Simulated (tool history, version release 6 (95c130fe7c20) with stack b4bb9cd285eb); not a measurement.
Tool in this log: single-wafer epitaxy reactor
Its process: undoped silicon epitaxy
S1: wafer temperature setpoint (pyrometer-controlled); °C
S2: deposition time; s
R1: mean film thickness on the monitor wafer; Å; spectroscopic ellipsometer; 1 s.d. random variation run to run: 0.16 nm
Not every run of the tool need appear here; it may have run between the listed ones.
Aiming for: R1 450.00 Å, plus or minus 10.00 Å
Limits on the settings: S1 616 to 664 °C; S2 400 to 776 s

run,hour,S1,S2,R1
1,0.0,640,588,714.62
2,2.9,640,523,630.75
3,6.3,640,445,545.19
4,13.3,640,506,612.89
5,21.2,640,477,579.34
6,24.1,640,554,674.62
7,29.9,628,549,528.24
8,31.8,626,548,503.36
9,35.1,624,548,483.89
10,35.9,623,548,474.67
11,43.9,622,548,463.77

Which one of the following 5 next-run settings gets every result inside its allowed miss? There is exactly one.
A,51.9,616,565,?
B,51.9,623,550,?
C,51.9,621,545,?
D,51.9,616,564,?
E,51.9,621,594,?

move,R1
A,427.64
B,480.17
C,456.88
D,426.89
E,497.96
A: takes the biggest miss from the last run beyond its target
B: misses by more than the last run did
C: every result lands within tolerance
D: takes the biggest miss from the last run beyond its target
E: misses by more than the last run did
Go with C: it meets all targets.

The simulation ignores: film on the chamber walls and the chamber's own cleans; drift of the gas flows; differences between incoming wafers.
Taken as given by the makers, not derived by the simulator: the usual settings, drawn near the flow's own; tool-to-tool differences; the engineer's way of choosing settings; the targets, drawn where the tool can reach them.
